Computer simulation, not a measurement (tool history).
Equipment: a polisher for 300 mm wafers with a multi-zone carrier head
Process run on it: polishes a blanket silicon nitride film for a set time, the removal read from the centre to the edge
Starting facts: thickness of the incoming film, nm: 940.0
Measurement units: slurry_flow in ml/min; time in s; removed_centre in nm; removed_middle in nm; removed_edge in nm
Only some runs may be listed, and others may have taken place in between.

run 1 hour=0 | slurry_flow=140 centre_zone=1 middle_zone=1 edge_zone=1 time=32 | removed_centre=74.837 removed_middle=74.276 removed_edge=71.605
run 2 hour=2.9 | slurry_flow=140 centre_zone=0.92 middle_zone=1 edge_zone=1 time=32 | removed_centre=69.529 removed_middle=74.273 removed_edge=69.507
run 3 hour=6.3 | slurry_flow=140 centre_zone=0.92 middle_zone=1 edge_zone=1 time=26 | removed_centre=56.285 removed_middle=60.332 removed_edge=55.562
run 4 hour=8.1 | slurry_flow=140 centre_zone=0.92 middle_zone=1 edge_zone=1 time=19 | removed_centre=41.024 removed_middle=43.836 removed_edge=41.379
run 5 hour=9.1 | slurry_flow=120 centre_zone=0.92 middle_zone=1 edge_zone=1 time=19 | removed_centre=40.837 removed_middle=42.953 removed_edge=40.341
run 6 hour=16.6 | slurry_flow=120 centre_zone=0.99 middle_zone=1 edge_zone=1 time=19 | removed_centre=42.25 removed_middle=43.121 removed_edge=40.864
run 7 hour=22.7 | slurry_flow=160 centre_zone=1.07 middle_zone=1.05 edge_zone=1.1 time=28 | removed_centre=69.704 removed_middle=67.471 removed_edge=64.849
run 8 hour=26.2 | slurry_flow=155 centre_zone=1.06 middle_zone=1.05 edge_zone=1.1 time=28 | removed_centre=68.286 removed_middle=68.938 removed_edge=64.556
run 9 hour=29 | slurry_flow=115 centre_zone=1.03 middle_zone=0.96 edge_zone=1.09 time=27 | removed_centre=60.434 removed_middle=56.691 removed_edge=60.04

Run 10 is up next; what results do you expect?
run 10 hour=37.8 | slurry_flow=115 centre_zone=1.03 middle_zone=0.97 edge_zone=1.09 time=27 | removed_centre=? removed_middle=? removed_edge=?

{"run 10": {"removed_centre": 59.886, "removed_middle": 56.798, "removed_edge": 59.4}}

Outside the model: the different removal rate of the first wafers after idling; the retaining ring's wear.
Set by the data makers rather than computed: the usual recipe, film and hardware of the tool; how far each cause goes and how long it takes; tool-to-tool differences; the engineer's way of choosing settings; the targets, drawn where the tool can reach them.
